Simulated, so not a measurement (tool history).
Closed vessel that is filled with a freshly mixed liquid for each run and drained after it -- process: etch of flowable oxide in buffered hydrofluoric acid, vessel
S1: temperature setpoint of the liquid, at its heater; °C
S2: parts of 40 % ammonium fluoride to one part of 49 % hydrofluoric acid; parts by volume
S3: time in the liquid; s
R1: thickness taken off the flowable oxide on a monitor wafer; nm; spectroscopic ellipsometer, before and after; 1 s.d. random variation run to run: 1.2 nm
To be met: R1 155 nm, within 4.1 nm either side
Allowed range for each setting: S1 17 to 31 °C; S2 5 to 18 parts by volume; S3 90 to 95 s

| run | hour | S1 | S2 | S3 | R1 |
|---|---|---|---|---|---|
| 1 | 0 | 23 | 11 | 90 | 288.77 |
| 2 | 4.2 | 23 | 8.5 | 90 | 358.11 |
| 3 | 7 | 23 | 8.5 | 90 | 357.39 |
| 4 | 16 | 22 | 9.5 | 90 | 308.01 |
| 5 | 18.7 | 22 | 11 | 90 | 275.32 |
| 6 | 21.6 | 19 | 11 | 90 | 229.64 |
| 7 | 27 | 18.5 | 11.5 | 90 | 214.36 |
| 8 | 36.2 | 18.5 | 12 | 90 | 205.9 |
| 9 | 39.1 | 18.5 | 12.5 | 90 | 200.08 |
| 10 | 41.3 | 18.5 | 13 | 90 | 192.96 |
| 11 | 43.1 | 18.5 | 13.5 | 90 | 185.14 |
| 12 | 50.9 | 17.5 | 14 | 90 | 166.17 |

Below are 5 possible settings for the next run. Only one of them brings all results inside the allowed miss of their targets. Which is it?
| A | 58.7 | 17.5 | 14.5 | 90 | ? |
| B | 58.7 | 18.5 | 15 | 90 | ? |
| C | 58.7 | 17 | 14.5 | 95 | ? |
| D | 58.7 | 18 | 13.5 | 95 | ? |
| E | 58.7 | 20.5 | 18 | 90 | ? |

| move | R1 |
|---|---|
| A | 162.15 |
| B | 166 |
| C | 166.34 |
| D | 188.9 |
| E | 155.22 |
A: better than the last run, though not everything is in spec
B: as far off as the last run
C: as far off as the last run
D: further off than the last run
E: each result inside its tolerance
The move that meets every target is E.
